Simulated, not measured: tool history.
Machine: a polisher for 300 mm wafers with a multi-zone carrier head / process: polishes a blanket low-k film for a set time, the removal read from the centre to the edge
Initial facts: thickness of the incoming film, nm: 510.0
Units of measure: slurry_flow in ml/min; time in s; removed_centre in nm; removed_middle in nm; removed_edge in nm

Run 1, day 0.000: slurry_flow 135 ml/min, centre_zone 1.00, middle_zone 1.00, edge_zone 1.00, slurry_solids 1.0, time 37 s. Result: removed_centre 20.095 nm, removed_middle 20.099 nm, removed_edge 18.580 nm.
Run 2, day 0.367: slurry_flow 145 ml/min, centre_zone 1.01, middle_zone 0.99, edge_zone 1.04, slurry_solids 1.0, time 37 s. Result: removed_centre 20.688 nm, removed_middle 19.703 nm, removed_edge 19.767 nm.
Run 3, day 0.729: slurry_flow 155 ml/min, centre_zone 1.02, middle_zone 1.00, edge_zone 1.05, slurry_solids 1.0, time 37 s. Result: removed_centre 21.021 nm, removed_middle 20.308 nm, removed_edge 20.020 nm.
Run 4, day 0.921: slurry_flow 155 ml/min, centre_zone 1.02, middle_zone 0.94, edge_zone 1.05, slurry_solids 1.0, time 37 s. Result: removed_centre 21.255 nm, removed_middle 19.534 nm, removed_edge 19.612 nm.
Run 5, day 1.071: slurry_flow 165 ml/min, centre_zone 1.03, middle_zone 0.96, edge_zone 1.06, slurry_solids 1.0, time 37 s. Result: removed_centre 21.269 nm, removed_middle 19.294 nm, removed_edge 20.009 nm.
Run 6, day 1.175: slurry_flow 165 ml/min, centre_zone 1.03, middle_zone 1.03, edge_zone 1.06, slurry_solids 1.0, time 37 s. Result: removed_centre 21.392 nm, removed_middle 21.778 nm, removed_edge 20.327 nm.
At day 1.392: edge zone pressure recalibrated.
Run 7, day 1.392: slurry_flow 170 ml/min, centre_zone 1.05, middle_zone 1.02, edge_zone 1.08, slurry_solids 1.0, time 37 s. Result: removed_centre 21.970 nm, removed_middle 21.025 nm, removed_edge 20.693 nm.

Run 8, settings as shown, results not yet in. Your forecast:
Run 8, day 1.588: slurry_flow 175 ml/min, centre_zone 1.06, middle_zone 1.03, edge_zone 1.09, slurry_solids 1.0, time 37 s. Result: removed_centre ?, removed_middle ?, removed_edge ?.

{"run 8": {"removed_centre": 22.192, "removed_middle": 21.661, "removed_edge": 21.557}}
